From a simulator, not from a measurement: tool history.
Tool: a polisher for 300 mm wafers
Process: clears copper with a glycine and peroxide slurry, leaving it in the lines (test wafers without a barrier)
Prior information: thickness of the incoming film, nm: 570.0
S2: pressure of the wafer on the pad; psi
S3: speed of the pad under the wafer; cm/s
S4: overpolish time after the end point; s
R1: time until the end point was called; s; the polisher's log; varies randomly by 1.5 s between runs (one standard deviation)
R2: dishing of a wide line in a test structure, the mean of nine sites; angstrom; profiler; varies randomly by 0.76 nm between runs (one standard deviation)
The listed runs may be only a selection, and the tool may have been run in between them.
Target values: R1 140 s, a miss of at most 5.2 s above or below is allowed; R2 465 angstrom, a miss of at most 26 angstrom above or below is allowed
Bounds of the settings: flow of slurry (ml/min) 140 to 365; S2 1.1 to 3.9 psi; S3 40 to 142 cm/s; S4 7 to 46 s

run 1 hour=0 | flow_of_slurry_(ml/min)=235 S2=2.5 S3=90 S4=24 | R1=99.002 R2=729.65
run 2 hour=8.3 | flow_of_slurry_(ml/min)=235 S2=2.2 S3=90 S4=22 | R1=108.93 R2=633.73
run 3 hour=17.3 | flow_of_slurry_(ml/min)=235 S2=1.9 S3=90 S4=21 | R1=126.29 R2=575.64
run 4 hour=25.5 | flow_of_slurry_(ml/min)=235 S2=2.2 S3=90 S4=21 | R1=109.23 R2=631.5
run 5 hour=26.6 | flow_of_slurry_(ml/min)=235 S2=1.6 S3=90 S4=21 | R1=139.92 R2=523.44
run 6 hour=31.7 | flow_of_slurry_(ml/min)=235 S2=1.6 S3=74 S4=21 | R1=154.73 R2=494.67
run 7 hour=39.1 | flow_of_slurry_(ml/min)=240 S2=1.9 S3=76 S4=15 | R1=135.21 R2=415
run 8 hour=41.2 | flow_of_slurry_(ml/min)=240 S2=1.9 S3=76 S4=16 | R1=134.28 R2=449.44
run 9 hour=48.5 | flow_of_slurry_(ml/min)=240 S2=1.9 S3=76 S4=17 | R1=133.16 R2=462.35
run 10 hour=53.4 | flow_of_slurry_(ml/min)=235 S2=1.9 S3=76 S4=17 | R1=133.24 R2=455.66

4 candidate next runs follow, results not yet known. Just one meets every target within its allowed miss. Identify it.
run A hour=58.3 | flow_of_slurry_(ml/min)=225 S2=1.7 S3=82 S4=18 | R1=? R2=?
run B hour=58.3 | flow_of_slurry_(ml/min)=305 S2=2 S3=70 S4=17 | R1=? R2=?
run C hour=58.3 | flow_of_slurry_(ml/min)=220 S2=1.6 S3=80 S4=16 | R1=? R2=?
run D hour=58.3 | flow_of_slurry_(ml/min)=140 S2=2.5 S3=50 S4=15 | R1=? R2=?

move=A R1=141.64 R2=463.55
move=B R1=130.81 R2=475.82
move=C R1=149.86 R2=402.7
move=D R1=143.25 R2=403.44
A: every result within its allowed miss
B: lands further from the targets than the last run did
C: carries the result that was furthest off beyond its target, to the other side
D: brings the result that was furthest off to its target, and leaves another outside
So the answer is move A, the one that meets all the targets.

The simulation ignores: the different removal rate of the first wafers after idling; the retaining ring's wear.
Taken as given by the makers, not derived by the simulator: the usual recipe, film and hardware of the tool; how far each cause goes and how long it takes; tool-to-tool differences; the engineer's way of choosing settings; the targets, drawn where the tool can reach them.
